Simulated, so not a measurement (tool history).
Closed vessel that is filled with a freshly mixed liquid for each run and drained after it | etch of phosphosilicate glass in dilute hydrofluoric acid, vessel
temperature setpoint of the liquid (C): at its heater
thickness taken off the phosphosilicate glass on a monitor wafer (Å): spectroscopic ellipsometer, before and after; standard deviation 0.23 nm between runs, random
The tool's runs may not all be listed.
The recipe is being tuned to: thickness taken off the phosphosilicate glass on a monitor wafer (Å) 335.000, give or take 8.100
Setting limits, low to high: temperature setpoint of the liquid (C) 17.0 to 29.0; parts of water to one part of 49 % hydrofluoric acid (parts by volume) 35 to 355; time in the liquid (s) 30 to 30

run	hour	temperature setpoint of the liquid (C)	parts of water to one part of 49 % hydrofluoric acid (parts by volume)	time in the liquid (s)	thickness taken off the phosphosilicate glass on a monitor wafer (Å)
1	0.0	21.0	195	30	74.853
2	7.8	22.5	195	30	79.117
3	10.2	24.5	140	30	127.430
4	16.9	22.0	140	30	115.770
5	19.8	24.5	105	30	177.950
6	28.9	26.0	85	30	236.450
7	34.6	27.0	80	30	267.070
8	41.4	29.0	60	30	393.260
9	46.1	28.5	60	30	388.110
10	51.5	28.0	60	30	378.100
11	58.7	27.5	60	30	368.980
12	62.1	27.0	60	30	361.980
13	69.1	26.5	60	30	355.260

Which single option among these 4 for the next run brings every result within its allowed miss of target? Just one does.
A	76.1	27.0	65	30	?
B	76.1	25.5	65	30	?
C	76.1	28.0	70	30	?
D	76.1	29.0	65	30	?

move	thickness taken off the phosphosilicate glass on a monitor wafer (Å)
A	332.840
B	313.490
C	319.240
D	360.090
A: every result lands within tolerance
B: moves the result that the last run missed by most past its target, out the other side
C: moves the result that the last run missed by most past its target, out the other side
D: moves away from the targets compared with the last run
The move that meets every target is A.

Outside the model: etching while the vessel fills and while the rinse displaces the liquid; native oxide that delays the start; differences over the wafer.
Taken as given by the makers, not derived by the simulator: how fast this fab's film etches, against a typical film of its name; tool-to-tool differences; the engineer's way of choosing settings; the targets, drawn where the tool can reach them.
